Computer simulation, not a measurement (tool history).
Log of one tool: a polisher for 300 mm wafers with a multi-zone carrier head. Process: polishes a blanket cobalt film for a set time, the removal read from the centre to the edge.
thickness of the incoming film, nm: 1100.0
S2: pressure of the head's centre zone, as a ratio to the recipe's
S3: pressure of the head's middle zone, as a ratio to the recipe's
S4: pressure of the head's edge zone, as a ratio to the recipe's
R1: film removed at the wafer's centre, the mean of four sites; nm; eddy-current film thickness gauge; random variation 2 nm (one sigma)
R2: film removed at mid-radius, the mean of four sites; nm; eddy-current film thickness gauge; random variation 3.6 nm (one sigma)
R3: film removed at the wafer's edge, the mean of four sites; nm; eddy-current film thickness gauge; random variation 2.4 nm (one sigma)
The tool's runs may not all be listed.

run 1 hour=0 | flow_of_slurry_(ml/min)=200 S2=1 S3=1 S4=1 polishing_time_(s)=43 | R1=222 R2=215.59 R3=216.54
run 2 hour=1.8 | flow_of_slurry_(ml/min)=210 S2=1 S3=1.04 S4=1.05 polishing_time_(s)=46 | R1=237.31 R2=244.41 R3=239.9
run 3 hour=2.6 | flow_of_slurry_(ml/min)=190 S2=1 S3=1.04 S4=1.05 polishing_time_(s)=46 | R1=233.5 R2=241.98 R3=239.22
run 4 hour=11.3 | flow_of_slurry_(ml/min)=200 S2=1.02 S3=1.06 S4=1.09 polishing_time_(s)=48 | R1=252.85 R2=255.82 R3=257.79
run 5 hour=14.9 | flow_of_slurry_(ml/min)=235 S2=1.02 S3=1.06 S4=1.09 polishing_time_(s)=48 | R1=258.21 R2=261.07 R3=259.15
run 6 hour=22.1 | flow_of_slurry_(ml/min)=235 S2=1.05 S3=1.06 S4=1.09 polishing_time_(s)=48 | R1=267.63 R2=262.52 R3=257.88
run 7 hour=23.3 | flow_of_slurry_(ml/min)=240 S2=1.05 S3=1.08 S4=1.12 polishing_time_(s)=49 | R1=271.42 R2=270.74 R3=269.12

The next listed run, before its measurement:
run 8 hour=29.4 | flow_of_slurry_(ml/min)=245 S2=1.05 S3=1.1 S4=1.14 polishing_time_(s)=49 | R1=? R2=? R3=?

R1: 267.78 nm
R2: 273.36 nm
R3: 270.49 nm

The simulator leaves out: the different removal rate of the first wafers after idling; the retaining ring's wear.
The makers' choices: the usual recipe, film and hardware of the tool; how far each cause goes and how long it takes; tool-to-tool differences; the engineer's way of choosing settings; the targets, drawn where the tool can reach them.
